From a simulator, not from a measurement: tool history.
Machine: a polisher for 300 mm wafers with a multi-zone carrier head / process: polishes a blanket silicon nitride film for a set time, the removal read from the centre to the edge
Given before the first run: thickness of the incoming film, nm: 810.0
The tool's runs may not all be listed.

run	day	flow of slurry (ml/min)	pressure of the head's centre zone	pressure of the head's middle zone	pressure of the head's edge zone	polishing time (s)	film removed at the wafer's centre (Å)	film removed at mid-radius (Å)	film removed at the wafer's edge (Å)
1	0	175	1	1	1	57	1081	1071.3	1108
2	0.088	190	1.03	1.05	1.01	59	1153.3	1173	1153.9
3	0.112	190	1.03	0.98	1.01	59	1159.5	1113.2	1150.6
4	0.417	205	1.06	1.03	1.03	61	1260.2	1215.2	1217.2
5	0.733	215	1.08	1.07	1.04	62	1288.1	1282.2	1256.8
6	0.962	215	1.08	1.07	1.04	53	1103.5	1085.6	1057.6
7	0.992	225	1.1	1.1	1.04	56	1189.7	1177.8	1129
8	1.242	235	1.11	1.13	1.03	59	1272	1294.5	1191.9
9	1.612	240	1.12	1.15	1.03	61	1299.2	1374.5	1255
10	1.804	245	1.14	1.16	1.02	62	1365.7	1386.5	1255.6

Forecast run 11:
11	2.121	250	1.14	1.17	1.02	63	?	?	?

film removed at the wafer's centre (Å): 1395.9
film removed at mid-radius (Å): 1445.1
film removed at the wafer's edge (Å): 1257.7

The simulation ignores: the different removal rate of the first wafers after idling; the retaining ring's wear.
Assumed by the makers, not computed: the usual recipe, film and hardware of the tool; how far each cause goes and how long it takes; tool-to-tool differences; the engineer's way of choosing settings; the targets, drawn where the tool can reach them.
